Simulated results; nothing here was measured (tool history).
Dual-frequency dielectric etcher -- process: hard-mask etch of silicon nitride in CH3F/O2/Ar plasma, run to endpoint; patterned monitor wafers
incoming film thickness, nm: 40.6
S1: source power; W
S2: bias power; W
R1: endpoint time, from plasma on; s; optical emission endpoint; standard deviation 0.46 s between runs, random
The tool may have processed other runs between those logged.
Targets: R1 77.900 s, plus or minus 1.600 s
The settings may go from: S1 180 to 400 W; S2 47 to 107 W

run 1 hour=0.0 | S1=290 S2=77 | R1=69.693
run 2 hour=6.7 | S1=280 S2=76 | R1=71.044
run 3 hour=15.2 | S1=310 S2=76 | R1=68.301
run 4 hour=22.5 | S1=310 S2=70 | R1=70.245
run 5 hour=26.2 | S1=330 S2=70 | R1=68.599
run 6 hour=35.0 | S1=320 S2=69 | R1=68.808
run 7 hour=41.7 | S1=310 S2=68 | R1=71.182
run 8 hour=50.6 | S1=310 S2=68 | R1=71.022

Which single option among these 4 for the next run brings every result within its allowed miss of target? Just one does.
run A hour=59.5 | S1=320 S2=80 | R1=?
run B hour=59.5 | S1=380 S2=67 | R1=?
run C hour=59.5 | S1=270 S2=60 | R1=?
run D hour=59.5 | S1=330 S2=84 | R1=?

move=A R1=65.718
move=B R1=65.241
move=C R1=78.304
move=D R1=63.733
A: moves away from the targets compared with the last run
B: moves away from the targets compared with the last run
C: every result lands within tolerance
D: moves away from the targets compared with the last run
The right move is C.
